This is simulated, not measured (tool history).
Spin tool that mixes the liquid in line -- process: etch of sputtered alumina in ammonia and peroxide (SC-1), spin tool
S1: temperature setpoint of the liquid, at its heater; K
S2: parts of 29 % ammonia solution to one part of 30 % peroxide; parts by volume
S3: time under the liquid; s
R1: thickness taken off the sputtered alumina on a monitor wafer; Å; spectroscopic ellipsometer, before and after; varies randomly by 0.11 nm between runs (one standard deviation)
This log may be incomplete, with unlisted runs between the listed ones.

{"run": 1, "hour": 0.0, "S1": 325.15, "S2": 0.5, "S3": 270, "R1": 204.4}
{"run": 2, "hour": 1.3, "S1": 325.15, "S2": 0.35, "S3": 270, "R1": 198.67}
{"run": 3, "hour": 8.9, "S1": 326.65, "S2": 0.35, "S3": 270, "R1": 213.36}
{"run": 4, "hour": 16.7, "S1": 327.65, "S2": 0.35, "S3": 270, "R1": 225.79}
{"run": 5, "hour": 22.4, "S1": 334.65, "S2": 0.35, "S3": 270, "R1": 324.92}
{"run": 6, "hour": 26.6, "S1": 334.65, "S2": 0.25, "S3": 270, "R1": 316.32}

Estimate the outcome of run 7 from the log above:
{"run": 7, "hour": 34.3, "S1": 334.65, "S2": 0.25, "S3": 270, "R1": "?"}

Logged for run 7: R1 314.32 Å.
